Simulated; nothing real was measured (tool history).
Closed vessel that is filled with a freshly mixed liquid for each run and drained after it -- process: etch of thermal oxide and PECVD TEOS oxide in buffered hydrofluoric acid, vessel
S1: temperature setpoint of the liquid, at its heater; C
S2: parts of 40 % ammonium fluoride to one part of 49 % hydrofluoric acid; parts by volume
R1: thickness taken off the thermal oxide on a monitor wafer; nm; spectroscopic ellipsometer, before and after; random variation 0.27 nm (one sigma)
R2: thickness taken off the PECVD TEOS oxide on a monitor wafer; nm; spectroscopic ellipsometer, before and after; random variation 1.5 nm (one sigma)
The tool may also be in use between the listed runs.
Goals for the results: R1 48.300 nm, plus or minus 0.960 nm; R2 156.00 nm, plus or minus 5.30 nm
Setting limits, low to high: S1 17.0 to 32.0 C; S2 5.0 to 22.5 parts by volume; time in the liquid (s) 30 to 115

{"run": 1, "hour": 0.0, "S1": 24.0, "S2": 13.5, "time in the liquid (s)": 60, "R1": 53.335, "R2": 174.08}
{"run": 2, "hour": 3.6, "S1": 21.0, "S2": 13.5, "time in the liquid (s)": 60, "R1": 45.356, "R2": 145.07}
{"run": 3, "hour": 7.8, "S1": 21.0, "S2": 17.5, "time in the liquid (s)": 60, "R1": 34.46, "R2": 112.07}
{"run": 4, "hour": 9.7, "S1": 22.5, "S2": 17.5, "time in the liquid (s)": 60, "R1": 37.811, "R2": 122.67}
{"run": 5, "hour": 15.6, "S1": 22.5, "S2": 15.0, "time in the liquid (s)": 60, "R1": 44.569, "R2": 143.54}
{"run": 6, "hour": 19.4, "S1": 21.0, "S2": 15.0, "time in the liquid (s)": 60, "R1": 40.516, "R2": 132.81}
{"run": 7, "hour": 24.9, "S1": 21.5, "S2": 15.0, "time in the liquid (s)": 60, "R1": 41.866, "R2": 134.84}
{"run": 8, "hour": 33.1, "S1": 22.0, "S2": 15.0, "time in the liquid (s)": 60, "R1": 42.93, "R2": 141.34}
{"run": 9, "hour": 39.6, "S1": 22.5, "S2": 15.0, "time in the liquid (s)": 60, "R1": 44.218, "R2": 141.99}
{"run": 10, "hour": 43.6, "S1": 24.0, "S2": 14.5, "time in the liquid (s)": 60, "R1": 49.937, "R2": 161.19}

Which single option among these 4 for the next run brings every result within its allowed miss of target? Just one does.
{"run": "A", "hour": 47.6, "S1": 28.0, "S2": 11.5, "time in the liquid (s)": 40, "R1": "?", "R2": "?"}
{"run": "B", "hour": 47.6, "S1": 19.5, "S2": 15.0, "time in the liquid (s)": 80, "R1": "?", "R2": "?"}
{"run": "C", "hour": 47.6, "S1": 25.5, "S2": 10.0, "time in the liquid (s)": 40, "R1": "?", "R2": "?"}
{"run": "D", "hour": 47.6, "S1": 29.5, "S2": 10.0, "time in the liquid (s)": 30, "R1": "?", "R2": "?"}

move=A R1=51.538 R2=166.74
move=B R1=49.917 R2=161.50
move=C R1=51.648 R2=167.10
move=D R1=47.939 R2=155.10
A: lands further from the targets than the last run did
B: no nearer and no further than the last run
C: lands further from the targets than the last run did
D: in spec on every target
Answer: D

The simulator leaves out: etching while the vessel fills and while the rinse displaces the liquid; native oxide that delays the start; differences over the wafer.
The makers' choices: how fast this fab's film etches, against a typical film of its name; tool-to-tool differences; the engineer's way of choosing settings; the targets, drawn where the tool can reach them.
